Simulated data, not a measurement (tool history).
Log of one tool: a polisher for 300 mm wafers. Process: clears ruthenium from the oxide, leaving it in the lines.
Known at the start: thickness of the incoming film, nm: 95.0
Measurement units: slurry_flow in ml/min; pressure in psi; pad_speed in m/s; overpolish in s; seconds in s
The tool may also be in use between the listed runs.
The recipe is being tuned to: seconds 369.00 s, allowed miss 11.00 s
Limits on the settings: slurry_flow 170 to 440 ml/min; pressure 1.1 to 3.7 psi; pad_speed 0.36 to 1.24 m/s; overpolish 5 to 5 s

run 1 day=0.000 | slurry_flow=280 pressure=2.4 pad_speed=0.80 overpolish=5 | seconds=109.97
run 2 day=0.150 | slurry_flow=280 pressure=2.4 pad_speed=0.74 overpolish=5 | seconds=117.23
run 3 day=0.242 | slurry_flow=280 pressure=2.2 pad_speed=0.74 overpolish=5 | seconds=128.52
run 4 day=0.558 | slurry_flow=280 pressure=2.5 pad_speed=0.74 overpolish=5 | seconds=114.33
run 5 day=0.892 | slurry_flow=245 pressure=2.1 pad_speed=0.62 overpolish=5 | seconds=163.94
run 6 day=0.988 | slurry_flow=245 pressure=2.1 pad_speed=0.50 overpolish=5 | seconds=199.38
run 7 day=1.367 | slurry_flow=240 pressure=1.8 pad_speed=0.46 overpolish=5 | seconds=248.91
run 8 day=1.392 | slurry_flow=240 pressure=1.6 pad_speed=0.46 overpolish=5 | seconds=275.50

Consider the 4 candidate settings below. Which is the only one whose results all fall within their allowed miss of target?
run A day=1.417 | slurry_flow=280 pressure=2.1 pad_speed=0.46 overpolish=5 | seconds=?
run B day=1.417 | slurry_flow=200 pressure=1.2 pad_speed=0.52 overpolish=5 | seconds=?
run C day=1.417 | slurry_flow=355 pressure=1.3 pad_speed=0.44 overpolish=5 | seconds=?
run D day=1.417 | slurry_flow=220 pressure=1.2 pad_speed=0.46 overpolish=5 | seconds=?

move=A seconds=209.41
move=B seconds=332.07
move=C seconds=338.10
move=D seconds=367.95
A: its largest miss is bigger than the last run's
B: an improvement on the last run, though not all results are within tolerance
C: an improvement on the last run, though not all results are within tolerance
D: each result inside its tolerance
D is the move that brings every result within its allowed miss.
